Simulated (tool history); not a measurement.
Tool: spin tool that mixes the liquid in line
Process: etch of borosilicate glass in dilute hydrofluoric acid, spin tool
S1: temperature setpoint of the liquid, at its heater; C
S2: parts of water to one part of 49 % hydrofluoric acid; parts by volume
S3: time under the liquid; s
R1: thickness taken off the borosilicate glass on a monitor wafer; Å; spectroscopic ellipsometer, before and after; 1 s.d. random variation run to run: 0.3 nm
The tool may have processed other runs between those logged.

run 1 hour=0 | S1=23 S2=220 S3=240 | R1=416.68
run 2 hour=5.3 | S1=24 S2=220 S3=240 | R1=435.67
run 3 hour=8.2 | S1=24 S2=220 S3=255 | R1=466.59
run 4 hour=9.3 | S1=24 S2=270 S3=255 | R1=357.74
run 5 hour=13.6 | S1=22 S2=270 S3=255 | R1=332.02
run 6 hour=14.7 | S1=22 S2=325 S3=255 | R1=265.09
run 7 hour=18.8 | S1=24 S2=305 S3=255 | R1=308.96
run 8 hour=27.3 | S1=25.5 S2=295 S3=255 | R1=335.41
run 9 hour=32 | S1=27 S2=285 S3=255 | R1=370.09

Run 10 is up next; what results do you expect?
run 10 hour=35 | S1=28 S2=275 S3=255 | R1=?

R1: 406.79 Å

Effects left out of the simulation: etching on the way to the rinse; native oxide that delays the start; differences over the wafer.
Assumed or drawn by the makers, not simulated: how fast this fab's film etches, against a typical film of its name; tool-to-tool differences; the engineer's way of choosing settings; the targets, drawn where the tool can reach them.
